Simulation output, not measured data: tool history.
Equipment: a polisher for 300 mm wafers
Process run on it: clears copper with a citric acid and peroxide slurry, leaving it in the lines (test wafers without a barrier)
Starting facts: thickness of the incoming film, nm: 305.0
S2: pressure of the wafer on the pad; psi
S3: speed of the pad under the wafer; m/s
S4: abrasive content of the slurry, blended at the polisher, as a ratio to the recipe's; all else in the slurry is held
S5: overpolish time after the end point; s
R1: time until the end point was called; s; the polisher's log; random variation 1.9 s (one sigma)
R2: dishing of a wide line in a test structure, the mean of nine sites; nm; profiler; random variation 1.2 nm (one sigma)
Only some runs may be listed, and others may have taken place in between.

Run 1, hour 0.0: flow of slurry (ml/min) 195, S2 2.6 psi, S3 1.34 m/s, S4 1.0, S5 25 s. Result: R1 117.34 s, R2 43.998 nm.
Run 2, hour 5.5: flow of slurry (ml/min) 195, S2 2.7 psi, S3 1.34 m/s, S4 1.0, S5 28 s. Result: R1 117.05 s, R2 49.144 nm.
Run 3, hour 6.1: flow of slurry (ml/min) 195, S2 2.7 psi, S3 1.34 m/s, S4 1.2, S5 28 s. Result: R1 113.69 s, R2 50.999 nm.
Run 4, hour 15.0: flow of slurry (ml/min) 240, S2 2.7 psi, S3 1.34 m/s, S4 1.2, S5 28 s. Result: R1 112.53 s, R2 50.555 nm.
Run 5, hour 20.6: flow of slurry (ml/min) 240, S2 2.8 psi, S3 1.34 m/s, S4 1.2, S5 30 s. Result: R1 103.80 s, R2 54.270 nm.
Run 6, hour 25.2: flow of slurry (ml/min) 235, S2 2.8 psi, S3 1.36 m/s, S4 1.2, S5 32 s. Result: R1 104.61 s, R2 58.384 nm.
Run 7, hour 27.4: flow of slurry (ml/min) 235, S2 2.8 psi, S3 1.36 m/s, S4 1.2, S5 33 s. Result: R1 107.80 s, R2 59.223 nm.

Run 8, settings as shown, results not yet in. Your forecast:
Run 8, hour 29.3: flow of slurry (ml/min) 235, S2 2.9 psi, S3 1.36 m/s, S4 1.2, S5 34 s. Result: R1 ?, R2 ?.

R1: 103.64 s
R2: 62.865 nm
